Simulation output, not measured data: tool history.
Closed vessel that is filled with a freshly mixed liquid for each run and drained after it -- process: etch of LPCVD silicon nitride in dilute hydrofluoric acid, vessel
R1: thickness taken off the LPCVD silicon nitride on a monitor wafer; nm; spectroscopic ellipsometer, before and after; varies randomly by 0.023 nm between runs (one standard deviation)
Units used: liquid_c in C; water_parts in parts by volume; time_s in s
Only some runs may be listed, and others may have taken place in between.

Run 1, hour 0.0: liquid_c 20.0 C, water_parts 105 parts by volume, time_s 940 s. Result: R1 3.3577 nm.
Run 2, hour 3.7: liquid_c 23.0 C, water_parts 105 parts by volume, time_s 940 s. Result: R1 4.1748 nm.
Run 3, hour 6.1: liquid_c 22.0 C, water_parts 105 parts by volume, time_s 940 s. Result: R1 3.9541 nm.
Run 4, hour 12.2: liquid_c 21.5 C, water_parts 105 parts by volume, time_s 940 s. Result: R1 3.7962 nm.
Run 5, hour 16.4: liquid_c 21.0 C, water_parts 105 parts by volume, time_s 940 s. Result: R1 3.6890 nm.
Run 6, hour 21.7: liquid_c 20.5 C, water_parts 105 parts by volume, time_s 940 s. Result: R1 3.5005 nm.
Run 7, hour 29.6: liquid_c 20.0 C, water_parts 105 parts by volume, time_s 940 s. Result: R1 3.4378 nm.
Run 8, hour 37.4: liquid_c 19.5 C, water_parts 105 parts by volume, time_s 940 s. Result: R1 3.2965 nm.

Expected results for the next run?
Run 9, hour 42.7: liquid_c 19.0 C, water_parts 105 parts by volume, time_s 940 s. Result: R1 ?.

{"run 9": {"R1": 3.2059}}
